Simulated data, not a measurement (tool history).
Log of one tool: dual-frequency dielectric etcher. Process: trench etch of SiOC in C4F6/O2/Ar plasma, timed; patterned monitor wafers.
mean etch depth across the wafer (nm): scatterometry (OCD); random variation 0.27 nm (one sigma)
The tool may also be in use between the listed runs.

run	hour	source power (W)	bias power (W)	etch time (s)	mean etch depth across the wafer (nm)
1	0.0	460	171	22.5	46.989
2	6.4	460	152	22.5	44.990
3	12.8	460	172	22.5	46.863
4	15.1	420	168	22.5	44.718
5	21.1	460	168	22.5	46.412
6	23.0	460	168	23.5	48.350
7	24.9	410	163	23.5	45.902
8	27.2	380	161	23.5	43.886

Forecast run 9:
9	31.3	360	160	23.5	?

{"run 9": {"mean etch depth across the wafer (nm)": 42.607}}
